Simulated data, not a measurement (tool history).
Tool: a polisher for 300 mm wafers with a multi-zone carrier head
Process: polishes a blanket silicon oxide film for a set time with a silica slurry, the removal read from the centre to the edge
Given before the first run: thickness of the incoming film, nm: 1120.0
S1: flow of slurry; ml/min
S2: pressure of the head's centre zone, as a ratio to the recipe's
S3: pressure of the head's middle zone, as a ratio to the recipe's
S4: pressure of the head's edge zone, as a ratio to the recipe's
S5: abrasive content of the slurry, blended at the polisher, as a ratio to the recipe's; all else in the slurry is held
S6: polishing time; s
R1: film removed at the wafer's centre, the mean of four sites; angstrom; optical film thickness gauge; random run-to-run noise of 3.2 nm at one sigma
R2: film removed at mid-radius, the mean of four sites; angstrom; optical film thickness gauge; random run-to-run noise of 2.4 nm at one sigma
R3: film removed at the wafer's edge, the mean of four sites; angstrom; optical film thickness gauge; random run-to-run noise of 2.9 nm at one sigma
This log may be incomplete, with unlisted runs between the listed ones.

run    day   S1    S2    S3    S4    S5  S6      R1      R2      R3
  1      0  220     1     1     1     1  70  1792.6  1792.2    1722
  2  0.296  220  1.02  0.99  1.02  1.05  70  1893.3  1846.3  1832.8
  3  0.321  220  1.02  0.99  1.02  1.05  81  2197.6    2166  2134.9
  4  0.558  220  1.02  0.99  1.02   1.2  81  2367.4  2318.8  2246.4
  5  0.638  220  1.03  0.97  1.01   1.2  81  2404.6  2272.2  2289.4
  6  0.683  220  1.03  0.97  1.01   1.2  69  2001.9  1981.7  1926.2

Expected results for the next run?
  7  0.942  225  1.05  0.95  1.01  1.2  69   ?   ?   ?

{"run 7": {"R1": 2085.8, "R2": 1921.8, "R3": 1896.1}}
